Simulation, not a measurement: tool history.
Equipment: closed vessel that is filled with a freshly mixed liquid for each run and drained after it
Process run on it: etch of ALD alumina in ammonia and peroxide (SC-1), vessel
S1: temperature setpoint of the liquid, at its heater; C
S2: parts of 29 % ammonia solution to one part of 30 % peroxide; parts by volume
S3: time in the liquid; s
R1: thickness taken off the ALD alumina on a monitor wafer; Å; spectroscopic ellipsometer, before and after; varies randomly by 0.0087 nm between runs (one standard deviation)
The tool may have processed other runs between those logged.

run 1 day=0.000 | S1=58.0 S2=0.70 S3=30 | R1=27.787
run 2 day=0.388 | S1=56.0 S2=0.70 S3=30 | R1=25.317
run 3 day=0.767 | S1=54.5 S2=0.70 S3=30 | R1=23.116
run 4 day=1.046 | S1=54.5 S2=0.60 S3=30 | R1=22.917
run 5 day=1.188 | S1=54.5 S2=0.45 S3=30 | R1=22.229
run 6 day=1.279 | S1=48.0 S2=0.45 S3=30 | R1=15.637
run 7 day=1.579 | S1=49.0 S2=0.45 S3=30 | R1=16.679
run 8 day=1.662 | S1=49.5 S2=0.45 S3=30 | R1=17.009

For run 9, what comes out?
run 9 day=1.829 | S1=50.0 S2=0.45 S3=30 | R1=?

{"run 9": {"R1": 17.511}}
